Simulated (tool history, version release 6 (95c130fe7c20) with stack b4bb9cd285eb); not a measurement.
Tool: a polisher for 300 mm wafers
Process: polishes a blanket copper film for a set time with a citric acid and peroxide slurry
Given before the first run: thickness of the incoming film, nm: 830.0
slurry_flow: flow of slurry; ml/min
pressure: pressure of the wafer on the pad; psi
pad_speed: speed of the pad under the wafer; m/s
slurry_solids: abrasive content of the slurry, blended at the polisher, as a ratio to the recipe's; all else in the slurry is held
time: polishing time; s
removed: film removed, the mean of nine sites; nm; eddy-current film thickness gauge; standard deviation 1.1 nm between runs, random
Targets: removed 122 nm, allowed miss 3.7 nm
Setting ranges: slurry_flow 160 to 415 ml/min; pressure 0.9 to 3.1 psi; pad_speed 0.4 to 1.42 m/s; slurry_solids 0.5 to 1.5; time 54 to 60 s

run	hour	slurry_flow	pressure	pad_speed	slurry_solids	time	removed
1	0	265	2	0.9	1	60	85.751
2	1	265	1.7	0.9	1	60	71.382
3	4.6	265	1.9	0.9	1	60	79.998
4	8.8	265	2.1	0.9	1	60	88.509
5	10.3	265	2.5	0.9	1	60	104.5
6	19.3	265	2.5	0.9	0.9	60	101.11
7	21.8	265	2.6	0.9	0.9	60	106.58
8	24.8	265	2.7	0.9	0.9	60	109.81
9	26.4	265	2.8	0.9	0.9	60	115.6

4 next moves are on the table. One of them brings every result within its allowed miss. Which?
A	28	235	2.7	1.06	0.95	54	?
B	28	265	2.7	0.98	0.95	60	?
C	28	290	2.8	0.94	0.85	58	?
D	28	270	3.1	0.92	1	59	?

move	removed
A	115.23
B	121.57
C	116.19
D	131.46
A: further off than the last run
B: each result inside its tolerance
C: moves toward the targets from the last run without getting all of them in spec
D: pushes the last run's worst result past its target
The move that meets every target is B.
